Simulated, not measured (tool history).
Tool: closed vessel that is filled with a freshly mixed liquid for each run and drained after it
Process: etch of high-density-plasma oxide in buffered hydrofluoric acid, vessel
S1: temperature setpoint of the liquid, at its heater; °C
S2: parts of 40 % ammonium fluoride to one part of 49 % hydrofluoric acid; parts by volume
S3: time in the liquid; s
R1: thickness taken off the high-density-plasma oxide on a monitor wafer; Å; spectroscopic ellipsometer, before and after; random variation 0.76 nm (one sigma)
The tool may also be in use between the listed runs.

| run | day | S1 | S2 | S3 | R1 |
|---|---|---|---|---|---|
| 1 | 0.000 | 24.0 | 17 | 90 | 576.89 |
| 2 | 0.217 | 26.5 | 14 | 90 | 798.71 |
| 3 | 0.333 | 26.5 | 9 | 90 | 1219.40 |
| 4 | 0.383 | 29.5 | 9 | 90 | 1442.80 |
| 5 | 0.417 | 30.0 | 9 | 90 | 1486.30 |
| 6 | 0.521 | 30.5 | 9 | 90 | 1519.50 |
| 7 | 0.679 | 30.5 | 9 | 90 | 1522.10 |

The next listed run, before its measurement:
| 8 | 1.021 | 31.0 | 9 | 90 | ? |

R1: 1552.70 Å
